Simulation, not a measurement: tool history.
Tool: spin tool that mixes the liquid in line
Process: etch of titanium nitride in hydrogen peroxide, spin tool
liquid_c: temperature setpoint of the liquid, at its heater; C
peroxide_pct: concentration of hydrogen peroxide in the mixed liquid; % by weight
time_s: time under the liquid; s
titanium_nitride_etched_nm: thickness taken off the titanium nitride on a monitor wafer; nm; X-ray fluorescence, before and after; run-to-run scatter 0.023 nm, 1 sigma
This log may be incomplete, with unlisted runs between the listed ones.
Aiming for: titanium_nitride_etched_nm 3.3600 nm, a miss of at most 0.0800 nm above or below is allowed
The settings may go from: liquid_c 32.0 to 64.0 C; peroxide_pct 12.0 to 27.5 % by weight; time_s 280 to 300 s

run    day  liquid_c  peroxide_pct  time_s  titanium_nitride_etched_nm
  1  0.000      48.0          18.5     280                      9.6778
  2  0.208      46.0          18.5     280                      8.2958
  3  0.325      44.0          18.5     280                      7.1070
  4  0.446      42.5          18.5     280                      6.5073
  5  0.812      39.5          18.5     280                      5.0976
  6  1.154      38.5          18.5     280                      4.7483
  7  1.212      38.0          18.5     280                      4.5747
     1.362  -- thermometer replaced
  8  1.362      37.5          18.5     280                      3.9958
  9  1.458      37.0          18.5     280                      3.8813

Pick the move, out of 5, that brings all results within their allowed miss; only one does.
  A  1.554      36.0          18.5     280                           ?
  B  1.554      34.0          19.0     295                           ?
  C  1.554      34.5          16.5     280                           ?
  D  1.554      35.0          20.5     280                           ?
  E  1.554      35.5          18.0     295                           ?

move  titanium_nitride_etched_nm
   A                      3.5571
   B                      3.2154
   C                      3.0824
   D                      3.3593
   E                      3.5815
A: gains on the last run, yet a result remains outside its allowed miss
B: takes the result that was furthest off past its target
C: takes the result that was furthest off past its target
D: meets every target
E: gains on the last run, yet a result remains outside its allowed miss
The right move is D.

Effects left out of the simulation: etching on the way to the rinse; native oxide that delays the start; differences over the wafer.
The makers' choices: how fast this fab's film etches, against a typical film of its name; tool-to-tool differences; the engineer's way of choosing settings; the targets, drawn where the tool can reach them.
